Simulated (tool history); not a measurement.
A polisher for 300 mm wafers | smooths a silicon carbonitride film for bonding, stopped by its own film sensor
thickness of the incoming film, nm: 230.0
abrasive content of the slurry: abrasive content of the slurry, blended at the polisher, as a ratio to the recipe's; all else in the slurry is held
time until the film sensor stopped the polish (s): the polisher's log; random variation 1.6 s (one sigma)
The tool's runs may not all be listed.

run,hour,flow of slurry (ml/min),pressure of the wafer on the pad (psi),speed of the pad under the wafer (m/s),abrasive content of the slurry,target thickness at which the film sensor stops the polish (angstrom),time until the film sensor stopped the polish (s)
1,0,205,2.3,1.1,1,1810,206.05
2,6.8,205,2.6,1.1,1,1810,182.7
3,14.8,205,2.6,1.1,1,1810,185.61
4,15.8,205,2.6,1.1,1,1780,193.24
5,22.4,205,2.8,1.1,1,1780,179.94
6,26.1,155,2.8,1.1,1,1780,188.83
7,27,160,3,1.1,1,1780,173.37
8,27.7,165,3.2,1.1,1,1780,163.86
# hour 36.6: head pressure recalibrated
9,36.6,165,3.3,1.12,1,1780,141.24
10,38.6,170,3.3,1.12,1,1780,141.35
11,44.5,170,3.3,1.12,1,1780,137.98

Forecast run 12:
12,50.4,175,3.3,1.12,1,1780,?

time until the film sensor stopped the polish (s): 138.44
